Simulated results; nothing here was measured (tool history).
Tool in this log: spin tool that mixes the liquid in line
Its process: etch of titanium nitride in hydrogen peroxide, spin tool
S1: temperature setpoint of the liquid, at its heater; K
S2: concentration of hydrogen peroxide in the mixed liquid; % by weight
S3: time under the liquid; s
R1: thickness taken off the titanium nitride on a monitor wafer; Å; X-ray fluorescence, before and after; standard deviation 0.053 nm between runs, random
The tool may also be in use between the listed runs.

Run 1, hour 0.0: S1 318.15 K, S2 17.5 % by weight, S3 290 s. Result: R1 53.486 Å.
Run 2, hour 6.9: S1 318.65 K, S2 17.5 % by weight, S3 290 s. Result: R1 57.271 Å.
Run 3, hour 13.2: S1 318.65 K, S2 20.0 % by weight, S3 290 s. Result: R1 58.310 Å.
Run 4, hour 15.3: S1 313.15 K, S2 20.0 % by weight, S3 290 s. Result: R1 37.887 Å.
Run 5, hour 19.9: S1 313.15 K, S2 20.0 % by weight, S3 310 s. Result: R1 40.776 Å.
Run 6, hour 27.9: S1 314.15 K, S2 20.0 % by weight, S3 310 s. Result: R1 44.655 Å.

For run 7, what comes out?
Run 7, hour 34.5: S1 315.15 K, S2 20.0 % by weight, S3 310 s. Result: R1 ?.

Run 7 gave R1 48.540 Å.
